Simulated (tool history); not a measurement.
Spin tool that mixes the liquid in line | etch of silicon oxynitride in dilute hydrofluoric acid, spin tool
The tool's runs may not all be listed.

| run | hour | temperature setpoint of the liquid (°C) | parts of water to one part of 49 % hydrofluoric acid (parts by volume) | time under the liquid (s) | thickness taken off the silicon oxynitride on a monitor wafer (angstrom) |
|---|---|---|---|---|---|
| 1 | 0 | 20 | 85 | 60 | 26.52 |
| 2 | 5.2 | 21 | 80 | 60 | 30.181 |
| 3 | 6.6 | 22 | 80 | 60 | 31.575 |
| 4 | 10.8 | 22 | 80 | 60 | 31.557 |
| 5 | 18.6 | 22 | 80 | 45 | 23.829 |
| 6 | 24.5 | 23 | 70 | 45 | 28.412 |
| 7 | 28 | 23.5 | 65 | 45 | 31.662 |
| 8 | 33.5 | 23.5 | 65 | 45 | 31.584 |
| 9 | 37.4 | 24 | 60 | 45 | 35.073 |

The next listed run, before its measurement:
| 10 | 44.4 | 24.5 | 55 | 45 | ? |

Run 10 gave thickness taken off the silicon oxynitride on a monitor wafer (angstrom) 39.345.
